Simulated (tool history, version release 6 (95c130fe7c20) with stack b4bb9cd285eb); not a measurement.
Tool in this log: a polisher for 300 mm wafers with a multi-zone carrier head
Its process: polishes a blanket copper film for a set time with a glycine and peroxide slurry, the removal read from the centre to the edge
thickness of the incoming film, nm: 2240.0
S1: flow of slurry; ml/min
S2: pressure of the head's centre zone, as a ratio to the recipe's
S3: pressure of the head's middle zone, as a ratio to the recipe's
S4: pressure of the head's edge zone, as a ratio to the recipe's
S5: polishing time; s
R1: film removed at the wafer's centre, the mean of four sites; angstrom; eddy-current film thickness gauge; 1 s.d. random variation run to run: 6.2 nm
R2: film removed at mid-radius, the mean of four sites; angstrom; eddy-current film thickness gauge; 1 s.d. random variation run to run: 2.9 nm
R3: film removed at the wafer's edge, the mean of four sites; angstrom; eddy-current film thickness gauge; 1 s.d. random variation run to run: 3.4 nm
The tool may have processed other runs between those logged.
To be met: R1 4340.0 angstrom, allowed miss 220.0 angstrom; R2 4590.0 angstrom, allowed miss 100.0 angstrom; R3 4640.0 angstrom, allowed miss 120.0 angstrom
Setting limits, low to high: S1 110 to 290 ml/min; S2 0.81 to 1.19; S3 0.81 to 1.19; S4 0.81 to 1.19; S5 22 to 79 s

| run | hour | S1 | S2 | S3 | S4 | S5 | R1 | R2 | R3 |
|---|---|---|---|---|---|---|---|---|---|
| 1 | 0.0 | 185 | 1.00 | 1.00 | 1.00 | 50 | 3152.6 | 3089.5 | 3109.3 |
| 2 | 2.5 | 185 | 1.06 | 1.00 | 1.00 | 50 | 3251.0 | 3108.3 | 3096.4 |
| 3 | 7.9 | 185 | 1.12 | 1.00 | 1.00 | 50 | 3459.5 | 3111.9 | 3147.5 |
| 4 | 12.9 | 195 | 1.09 | 1.02 | 1.05 | 54 | 3568.9 | 3451.6 | 3414.3 |
| 5 | 18.5 | 195 | 1.09 | 1.02 | 1.05 | 45 | 3068.1 | 2824.8 | 2866.5 |
| 6 | 25.6 | 195 | 1.08 | 1.02 | 1.08 | 51 | 3478.8 | 3243.5 | 3322.2 |
| 7 | 34.3 | 195 | 1.06 | 1.03 | 1.11 | 55 | 3655.0 | 3490.0 | 3603.6 |
| 8 | 35.6 | 200 | 1.04 | 1.04 | 1.13 | 58 | 3824.3 | 3726.0 | 3846.4 |
| 9 | 44.4 | 205 | 1.02 | 1.05 | 1.14 | 60 | 3881.4 | 3940.6 | 4021.3 |
| 10 | 45.5 | 215 | 1.02 | 1.06 | 1.15 | 62 | 4017.6 | 4129.3 | 4237.2 |
| 11 | 50.0 | 225 | 1.03 | 1.07 | 1.16 | 63 | 4157.3 | 4275.9 | 4319.4 |
| 12 | 51.1 | 230 | 1.03 | 1.07 | 1.17 | 64 | 4354.5 | 4311.9 | 4371.4 |
| 13 | 55.5 | 225 | 1.02 | 1.07 | 1.17 | 65 | 4235.7 | 4361.8 | 4465.7 |
| 14 | 56.4 | 225 | 1.02 | 1.08 | 1.17 | 65 | 4245.2 | 4396.6 | 4460.2 |
| 15 | 65.4 | 230 | 1.02 | 1.08 | 1.18 | 65 | 4254.4 | 4402.3 | 4475.0 |

Which one of the following 4 next-run settings gets every result inside its allowed miss? There is exactly one.
| A | 74.4 | 200 | 0.96 | 1.05 | 1.10 | 70 | ? | ? | ? |
| B | 74.4 | 235 | 0.98 | 1.01 | 1.17 | 68 | ? | ? | ? |
| C | 74.4 | 265 | 0.89 | 1.09 | 1.19 | 66 | ? | ? | ? |
| D | 74.4 | 245 | 0.92 | 0.96 | 1.19 | 70 | ? | ? | ? |

| move | R1 | R2 | R3 |
|---|---|---|---|
| A | 4297.5 | 4579.8 | 4606.1 |
| B | 4325.4 | 4384.4 | 4685.1 |
| C | 3974.1 | 4599.2 | 4626.4 |
| D | 4273.3 | 4344.7 | 4885.5 |
A: meets every target
B: the biggest miss grows against the last run
C: meets the target for the result that was furthest off, but another lies outside its allowed miss
D: the biggest miss grows against the last run
A meets every target.

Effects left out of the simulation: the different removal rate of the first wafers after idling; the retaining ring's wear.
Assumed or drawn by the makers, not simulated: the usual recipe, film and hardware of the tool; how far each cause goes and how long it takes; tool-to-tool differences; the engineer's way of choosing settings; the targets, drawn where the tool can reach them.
